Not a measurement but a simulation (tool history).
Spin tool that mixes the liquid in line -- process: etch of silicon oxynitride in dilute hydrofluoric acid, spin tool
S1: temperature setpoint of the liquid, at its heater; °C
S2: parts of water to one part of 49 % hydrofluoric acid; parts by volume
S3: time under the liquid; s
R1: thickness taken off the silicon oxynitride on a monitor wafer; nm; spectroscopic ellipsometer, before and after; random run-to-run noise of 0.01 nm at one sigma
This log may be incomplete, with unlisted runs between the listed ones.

run    day    S1  S2  S3      R1
  1  0.000  23.0  50  95  4.5908
  2  0.296  25.0  50  95  5.0787
  3  0.658  25.0  40  95  6.4223
  4  0.746  25.0  40  70  4.7076
  5  1.088  22.5  40  70  4.1666
  6  1.308  20.5  40  70  3.7663
  7  1.654  20.0  40  70  3.6781

Expected results for the next run?
  8  1.738  19.5  40  70   ?

Run 8 came out at R1 3.5615 nm.
